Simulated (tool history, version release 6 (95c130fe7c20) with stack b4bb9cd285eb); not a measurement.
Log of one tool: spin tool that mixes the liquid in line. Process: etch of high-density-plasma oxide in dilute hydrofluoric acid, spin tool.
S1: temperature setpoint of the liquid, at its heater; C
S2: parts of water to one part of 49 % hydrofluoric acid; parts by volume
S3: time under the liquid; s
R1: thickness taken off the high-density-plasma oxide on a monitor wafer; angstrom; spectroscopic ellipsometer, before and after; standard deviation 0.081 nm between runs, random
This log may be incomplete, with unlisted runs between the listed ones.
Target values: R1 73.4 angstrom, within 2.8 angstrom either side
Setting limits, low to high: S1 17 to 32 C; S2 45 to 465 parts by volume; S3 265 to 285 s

run	hour	S1	S2	S3	R1
1	0	24	255	265	46.506
2	8.8	24	255	285	49.336
3	16.5	25	250	285	52.594
4	21.1	26	240	285	57.205
5	29.6	27	235	285	62.823
6	33	27.5	235	285	62.663
7	40	31.5	220	285	78.643
8	45.2	31	220	285	77.208

Of the 5 settings listed for the next run, only one would bring every result within its allowed miss of target. Which one?
A	50.4	31.5	220	265	?
B	50.4	32	210	285	?
C	50.4	26	180	285	?
D	50.4	30.5	200	285	?
E	50.4	30.5	190	265	?

move	R1
A	72.805
B	84.463
C	82.781
D	85.346
E	84.582
A: every result within its allowed miss
B: moves away from the targets compared with the last run
C: moves away from the targets compared with the last run
D: moves away from the targets compared with the last run
E: moves away from the targets compared with the last run
Correct choice: A, which meets every target
